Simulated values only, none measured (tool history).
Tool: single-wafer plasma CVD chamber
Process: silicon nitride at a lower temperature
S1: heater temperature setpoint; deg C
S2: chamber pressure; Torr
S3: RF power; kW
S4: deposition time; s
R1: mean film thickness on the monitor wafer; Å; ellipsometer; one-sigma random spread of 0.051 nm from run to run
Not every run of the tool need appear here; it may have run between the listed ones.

run	hour	S1	S2	S3	S4	R1
1	0.0	350	1.64	0.295	9.8	112.530
2	2.5	350	1.76	0.295	9.8	115.090
3	6.0	350	1.76	0.295	9.4	109.840
4	12.2	350	1.72	0.295	9.4	109.340
5	16.5	350	1.72	0.325	9.4	119.870
6	22.5	350	1.72	0.360	9.4	130.270
7	23.0	350	1.65	0.355	9.4	127.180
8	26.8	351	1.32	0.310	9.4	104.320
9	27.4	351	1.31	0.310	9.4	104.450
10	30.0	351	1.30	0.310	9.4	104.590
11	30.8	351	1.12	0.305	9.4	97.226
12	36.5	351	1.13	0.305	9.4	97.314
13	37.8	351	1.14	0.305	9.4	98.632
14	40.6	351	1.15	0.305	9.4	98.132
15	45.0	351	1.16	0.305	9.4	98.646
16	46.5	351	1.17	0.305	9.4	98.294
17	54.9	351	1.31	0.310	9.4	105.020
18	62.6	351	1.30	0.310	9.4	104.550
19	67.6	351	1.30	0.310	9.4	104.520

Forecast run 20:
20	68.7	351	1.29	0.310	9.4	?

R1: 104.060 Å

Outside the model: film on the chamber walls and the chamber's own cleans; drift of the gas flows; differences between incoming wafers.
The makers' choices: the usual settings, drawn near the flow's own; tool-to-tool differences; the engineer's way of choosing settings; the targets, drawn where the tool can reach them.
